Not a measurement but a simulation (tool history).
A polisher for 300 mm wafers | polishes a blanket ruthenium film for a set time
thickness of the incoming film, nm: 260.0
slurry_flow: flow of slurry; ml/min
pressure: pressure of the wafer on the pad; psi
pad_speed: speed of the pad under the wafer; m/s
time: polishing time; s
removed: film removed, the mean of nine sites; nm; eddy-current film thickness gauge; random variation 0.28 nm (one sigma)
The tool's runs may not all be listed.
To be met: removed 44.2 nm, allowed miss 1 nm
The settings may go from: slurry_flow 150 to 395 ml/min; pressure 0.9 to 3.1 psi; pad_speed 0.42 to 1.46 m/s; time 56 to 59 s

run	hour	slurry_flow	pressure	pad_speed	time	removed
1	0	250	2	0.94	56	59.798
2	3.9	245	1.9	0.94	56	56.314
3	5.5	245	1.9	0.84	56	52.789
4	9.7	200	1.9	0.84	56	52.231
5	17.4	200	1.5	0.84	56	41.556
6	23	200	1	0.84	56	28.424
7	30.8	200	1.1	0.84	56	31.118
8	39.4	200	1.2	0.84	56	33.492
9	40.8	200	1.3	0.84	56	36.045
10	48.4	200	1.4	0.84	56	38.752
11	51.1	200	1.4	0.84	56	38.95
12	55.2	195	1.4	0.84	56	38.755
13	56.2	190	1.4	0.84	56	38.376
14	62	190	1.4	0.84	56	39.1
15	68.2	185	1.4	0.84	56	38.683
16	69.5	175	1.5	0.84	56	41.61
17	71.6	170	1.5	0.84	56	40.78

5 next moves are on the table. One of them brings every result within its allowed miss. Which?
A	73.7	200	1.4	0.94	59	?
B	73.7	175	1.7	0.84	57	?
C	73.7	160	1.9	0.68	59	?
D	73.7	155	1.5	0.96	59	?
E	73.7	170	1.3	0.98	59	?

move	removed
A	44.102
B	47.244
C	47.522
D	46.827
E	41.705
A: meets every target
B: takes the result that was furthest off past its target
C: takes the result that was furthest off past its target
D: takes the result that was furthest off past its target
E: nearer than the last run, and not there yet
Move A is the one to make.
